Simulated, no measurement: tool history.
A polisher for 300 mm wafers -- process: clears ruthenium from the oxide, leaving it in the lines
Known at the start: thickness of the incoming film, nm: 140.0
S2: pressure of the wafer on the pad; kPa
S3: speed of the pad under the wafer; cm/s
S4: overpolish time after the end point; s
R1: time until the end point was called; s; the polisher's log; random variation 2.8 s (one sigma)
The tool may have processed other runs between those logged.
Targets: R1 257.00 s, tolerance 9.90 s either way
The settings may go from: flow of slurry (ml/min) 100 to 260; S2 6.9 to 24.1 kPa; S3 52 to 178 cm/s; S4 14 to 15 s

Run 1, hour 0.0: flow of slurry (ml/min) 165, S2 15.2 kPa, S3 114 cm/s, S4 14 s. Result: R1 129.40 s.
Run 2, hour 5.7: flow of slurry (ml/min) 165, S2 14.5 kPa, S3 112 cm/s, S4 14 s. Result: R1 136.15 s.
Run 3, hour 10.8: flow of slurry (ml/min) 165, S2 14.5 kPa, S3 112 cm/s, S4 14 s. Result: R1 136.33 s.
Run 4, hour 17.1: flow of slurry (ml/min) 165, S2 14.5 kPa, S3 112 cm/s, S4 15 s. Result: R1 135.14 s.
Run 5, hour 21.0: flow of slurry (ml/min) 165, S2 14.5 kPa, S3 140 cm/s, S4 15 s. Result: R1 107.93 s.
Run 6, hour 28.7: flow of slurry (ml/min) 165, S2 13.8 kPa, S3 136 cm/s, S4 15 s. Result: R1 117.63 s.
Run 7, hour 34.2: flow of slurry (ml/min) 165, S2 13.1 kPa, S3 132 cm/s, S4 15 s. Result: R1 125.50 s.
Run 8, hour 35.5: flow of slurry (ml/min) 165, S2 12.4 kPa, S3 128 cm/s, S4 15 s. Result: R1 135.23 s.
Run 9, hour 41.6: flow of slurry (ml/min) 165, S2 11.7 kPa, S3 124 cm/s, S4 15 s. Result: R1 148.58 s.
Run 10, hour 44.0: flow of slurry (ml/min) 165, S2 11.7 kPa, S3 124 cm/s, S4 15 s. Result: R1 149.57 s.
Run 11, hour 50.6: flow of slurry (ml/min) 165, S2 11.0 kPa, S3 122 cm/s, S4 15 s. Result: R1 158.35 s.
Run 12, hour 59.4: flow of slurry (ml/min) 165, S2 11.0 kPa, S3 122 cm/s, S4 15 s. Result: R1 157.25 s.
Run 13, hour 62.6: flow of slurry (ml/min) 165, S2 10.3 kPa, S3 120 cm/s, S4 15 s. Result: R1 171.65 s.
Run 14, hour 64.0: flow of slurry (ml/min) 165, S2 9.7 kPa, S3 118 cm/s, S4 15 s. Result: R1 185.00 s.

Of the 4 settings listed for the next run, only one would bring every result within its allowed miss of target. Which one?
Run A, hour 65.4: flow of slurry (ml/min) 115, S2 6.9 kPa, S3 108 cm/s, S4 15 s. Result: R1 ?.
Run B, hour 65.4: flow of slurry (ml/min) 205, S2 13.1 kPa, S3 140 cm/s, S4 14 s. Result: R1 ?.
Run C, hour 65.4: flow of slurry (ml/min) 170, S2 7.6 kPa, S3 102 cm/s, S4 15 s. Result: R1 ?.
Run D, hour 65.4: flow of slurry (ml/min) 165, S2 6.9 kPa, S3 102 cm/s, S4 14 s. Result: R1 ?.

move      R1
   A  271.00
   B  116.14
   C  255.04
   D  276.00
A: pushes the last run's worst result past its target
B: its largest miss is bigger than the last run's
C: each result inside its tolerance
D: pushes the last run's worst result past its target
Answer: C
